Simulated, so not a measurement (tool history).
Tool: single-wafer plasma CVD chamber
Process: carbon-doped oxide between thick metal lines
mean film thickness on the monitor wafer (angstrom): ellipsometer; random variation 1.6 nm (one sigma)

run,hour,heater temperature setpoint (K),chamber pressure (Pa),RF power (kW),deposition time (s),mean film thickness on the monitor wafer (angstrom)
1,0,598.15,729,0.615,133,7645
2,1.8,600.15,719,0.615,133,7571.3
3,2.7,600.15,605,0.615,133,7369
4,8.5,600.15,605,0.58,133,7058.7
5,13,600.15,605,0.625,133,7483.9
6,20.2,601.15,599,0.625,133,7451

Run 7 comes next. What will it give?
7,27.2,602.15,592,0.625,133,?

mean film thickness on the monitor wafer (angstrom): 7403.2

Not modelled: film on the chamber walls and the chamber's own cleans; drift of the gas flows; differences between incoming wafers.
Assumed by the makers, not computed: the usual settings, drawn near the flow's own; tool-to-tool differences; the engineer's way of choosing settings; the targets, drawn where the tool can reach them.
